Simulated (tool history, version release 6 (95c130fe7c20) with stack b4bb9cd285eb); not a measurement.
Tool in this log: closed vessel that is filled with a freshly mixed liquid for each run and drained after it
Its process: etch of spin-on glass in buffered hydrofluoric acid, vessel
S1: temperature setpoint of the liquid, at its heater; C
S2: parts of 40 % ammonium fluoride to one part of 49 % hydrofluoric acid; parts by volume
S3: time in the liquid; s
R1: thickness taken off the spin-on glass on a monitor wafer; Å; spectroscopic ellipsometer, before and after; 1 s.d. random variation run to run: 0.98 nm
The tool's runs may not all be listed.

Run 1, day 0: S1 21 C, S2 15 parts by volume, S3 95 s. Result: R1 2971.2 Å.
Run 2, day 0.071: S1 20.5 C, S2 16 parts by volume, S3 95 s. Result: R1 2678.3 Å.
Run 3, day 0.138: S1 18 C, S2 16 parts by volume, S3 95 s. Result: R1 2312.2 Å.
Run 4, day 0.254: S1 18 C, S2 18 parts by volume, S3 95 s. Result: R1 2050.5 Å.
Run 5, day 0.533: S1 18 C, S2 18.5 parts by volume, S3 95 s. Result: R1 2031.4 Å.
Run 6, day 0.6: S1 18 C, S2 18.5 parts by volume, S3 100 s. Result: R1 2111.1 Å.
Run 7, day 0.867: S1 18 C, S2 19 parts by volume, S3 100 s. Result: R1 2051.5 Å.
Run 8, day 1.079: S1 18 C, S2 19.5 parts by volume, S3 100 s. Result: R1 2013.2 Å.

The next listed run, before its measurement:
Run 9, day 1.229: S1 18 C, S2 20 parts by volume, S3 100 s. Result: R1 ?.

R1: 1970.8 Å

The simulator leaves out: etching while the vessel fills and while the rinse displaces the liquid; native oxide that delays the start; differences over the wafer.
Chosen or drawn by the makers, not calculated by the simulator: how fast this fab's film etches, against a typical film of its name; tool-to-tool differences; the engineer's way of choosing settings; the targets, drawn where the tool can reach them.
